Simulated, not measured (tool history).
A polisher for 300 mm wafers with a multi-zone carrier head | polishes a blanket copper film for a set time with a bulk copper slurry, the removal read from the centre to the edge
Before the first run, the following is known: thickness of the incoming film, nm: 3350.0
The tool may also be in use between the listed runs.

run    day  flow of slurry (ml/min)  pressure of the head's centre zone  pressure of the head's middle zone  pressure of the head's edge zone  abrasive content of the slurry  polishing time (s)  film removed at the wafer's centre (nm)  film removed at mid-radius (nm)  film removed at the wafer's edge (nm)
  1      0                      195                                   1                                   1                                 1                               1                  35                                   428.65                           431.16                                    441
  2   0.35                      195                                   1                                   1                                 1                               1                  30                                   364.26                           375.39                                 368.92
  3  0.654                      195                                0.98                                1.02                              0.99                            0.95                  29                                   337.02                           362.57                                 350.87
  4  1.004                      195                                0.97                                1.04                              0.97                             0.9                  29                                   337.65                           366.21                                 339.08
  5  1.096                      190                                0.95                                1.05                              0.97                            0.85                  29                                   329.56                           368.91                                 345.21
  6  1.321                      190                                0.93                                1.06                              0.96                            0.85                  28                                   311.08                           355.88                                  324.4
  7  1.675                      190                                0.91                                1.07                              0.95                             0.8                  28                                   299.49                           358.13                                 321.36
  8  1.804                      190                                 0.9                                1.07                              0.94                            0.75                  28                                    296.6                           352.18                                 318.89
  9  2.112                      190                                0.89                                1.08                              0.93                            0.75                  28                                   285.63                           361.66                                 310.72
 10  2.167                      190                                0.89                                1.08                              0.93                            0.75                  28                                   291.21                           358.02                                 312.12
 11    2.5                      190                                0.88                                1.08                              0.92                            0.75                  28                                   293.73                           359.84                                 313.85
 12  2.612                      190                                0.87                                1.09                              0.92                             0.7                  28                                   279.27                           355.84                                 300.15
 13  2.675                      170                                0.81                                1.07                              0.88                             0.6                  28                                   252.03                           335.83                                 283.98

Run 14, settings as shown, results not yet in. Your forecast:
 14  2.771                      165                                0.81                                1.07                              0.87                             0.6                  28                                        ?                                ?                                      ?

film removed at the wafer's centre (nm): 247.26
film removed at mid-radius (nm): 337.23
film removed at the wafer's edge (nm): 294.47

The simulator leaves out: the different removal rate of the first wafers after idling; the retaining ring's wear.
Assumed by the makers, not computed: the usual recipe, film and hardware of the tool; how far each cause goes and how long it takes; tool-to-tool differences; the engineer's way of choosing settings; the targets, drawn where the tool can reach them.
